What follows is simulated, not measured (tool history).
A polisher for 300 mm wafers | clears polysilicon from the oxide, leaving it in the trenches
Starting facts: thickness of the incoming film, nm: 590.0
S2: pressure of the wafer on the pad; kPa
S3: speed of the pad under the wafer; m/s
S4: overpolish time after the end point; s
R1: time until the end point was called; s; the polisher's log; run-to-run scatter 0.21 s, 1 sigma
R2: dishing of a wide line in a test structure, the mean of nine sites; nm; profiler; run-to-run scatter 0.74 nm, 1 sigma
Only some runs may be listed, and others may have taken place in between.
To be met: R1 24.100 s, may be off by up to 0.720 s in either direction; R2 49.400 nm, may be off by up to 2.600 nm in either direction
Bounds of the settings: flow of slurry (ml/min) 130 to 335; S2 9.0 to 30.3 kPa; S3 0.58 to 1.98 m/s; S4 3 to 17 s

run 1 day=0.000 | flow_of_slurry_(ml/min)=215 S2=19.3 S3=1.28 S4=9 | R1=30.393 R2=48.452
run 2 day=0.167 | flow_of_slurry_(ml/min)=215 S2=19.3 S3=1.04 S4=9 | R1=35.095 R2=47.354
run 3 day=0.283 | flow_of_slurry_(ml/min)=265 S2=19.3 S3=1.04 S4=9 | R1=34.418 R2=48.511
run 4 day=0.346 | flow_of_slurry_(ml/min)=265 S2=16.5 S3=1.04 S4=9 | R1=39.584 R2=46.299
run 5 day=0.471 | flow_of_slurry_(ml/min)=265 S2=12.4 S3=1.04 S4=9 | R1=52.016 R2=42.963
run 6 day=0.725 | flow_of_slurry_(ml/min)=265 S2=12.4 S3=1.04 S4=7 | R1=52.760 R2=39.654
run 7 day=0.946 | flow_of_slurry_(ml/min)=270 S2=17.9 S3=1.08 S4=11 | R1=36.287 R2=50.475
run 8 day=1.233 | flow_of_slurry_(ml/min)=270 S2=19.3 S3=1.08 S4=10 | R1=32.958 R2=47.687
run 9 day=1.538 | flow_of_slurry_(ml/min)=275 S2=20.0 S3=1.08 S4=10 | R1=32.554 R2=49.994
run 10 day=1.796 | flow_of_slurry_(ml/min)=220 S2=25.5 S3=1.12 S4=6 | R1=25.497 R2=46.607

5 next moves are on the table. One of them brings every result within its allowed miss. Which?
run A day=2.054 | flow_of_slurry_(ml/min)=245 S2=30.3 S3=0.80 S4=7 | R1=? R2=?
run B day=2.054 | flow_of_slurry_(ml/min)=180 S2=24.8 S3=1.18 S4=11 | R1=? R2=?
run C day=2.054 | flow_of_slurry_(ml/min)=260 S2=27.6 S3=0.96 S4=6 | R1=? R2=?
run D day=2.054 | flow_of_slurry_(ml/min)=200 S2=24.8 S3=1.26 S4=10 | R1=? R2=?
run E day=2.054 | flow_of_slurry_(ml/min)=215 S2=23.4 S3=1.10 S4=5 | R1=? R2=?

move=A R1=26.813 R2=47.418
move=B R1=25.732 R2=49.773
move=C R1=25.802 R2=46.379
move=D R1=24.140 R2=49.703
move=E R1=27.999 R2=43.247
A: the biggest miss grows against the last run
B: the biggest miss grows against the last run
C: the biggest miss grows against the last run
D: every result within its allowed miss
E: the biggest miss grows against the last run
D meets every target.
